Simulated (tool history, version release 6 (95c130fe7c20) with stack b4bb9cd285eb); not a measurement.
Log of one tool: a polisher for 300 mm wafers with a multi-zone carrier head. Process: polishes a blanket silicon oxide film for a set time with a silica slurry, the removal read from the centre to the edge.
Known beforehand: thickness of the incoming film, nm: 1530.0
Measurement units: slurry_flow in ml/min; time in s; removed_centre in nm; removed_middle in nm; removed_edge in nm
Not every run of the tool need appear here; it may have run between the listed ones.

| run | day | slurry_flow | centre_zone | middle_zone | edge_zone | slurry_solids | time | removed_centre | removed_middle | removed_edge |
|---|---|---|---|---|---|---|---|---|---|---|
| 1 | 0.000 | 155 | 1.00 | 1.00 | 1.00 | 1.00 | 87 | 304.09 | 306.88 | 305.56 |
| 2 | 0.075 | 170 | 1.01 | 1.01 | 1.01 | 1.00 | 87 | 310.66 | 312.39 | 314.35 |
| 3 | 0.275 | 180 | 1.03 | 1.03 | 1.00 | 1.00 | 87 | 322.87 | 318.39 | 319.74 |
| 4 | 0.479 | 180 | 1.03 | 1.03 | 1.00 | 0.90 | 87 | 308.34 | 313.59 | 297.43 |
| 5 | 0.846 | 180 | 1.03 | 1.03 | 1.00 | 0.90 | 97 | 340.75 | 344.79 | 328.97 |
| 6 | 0.983 | 180 | 1.03 | 1.03 | 1.00 | 0.90 | 116 | 407.53 | 419.07 | 404.55 |
| 7 | 1.308 | 170 | 1.03 | 1.01 | 0.97 | 0.85 | 116 | 399.92 | 398.21 | 379.98 |
| 8 | 1.388 | 160 | 1.02 | 1.00 | 0.96 | 0.85 | 116 | 387.53 | 385.77 | 376.15 |
| 9 | 1.546 | 150 | 1.02 | 1.00 | 0.94 | 0.85 | 116 | 381.49 | 377.32 | 372.13 |
| 10 | 1.662 | 150 | 1.02 | 1.01 | 0.92 | 0.80 | 116 | 373.03 | 373.80 | 354.87 |

Run 11 has not been measured yet. What should we expect?
| 11 | 1.950 | 145 | 1.02 | 1.01 | 0.91 | 0.80 | 116 | ? | ? | ? |

removed_centre: 374.91 nm
removed_middle: 378.53 nm
removed_edge: 350.17 nm
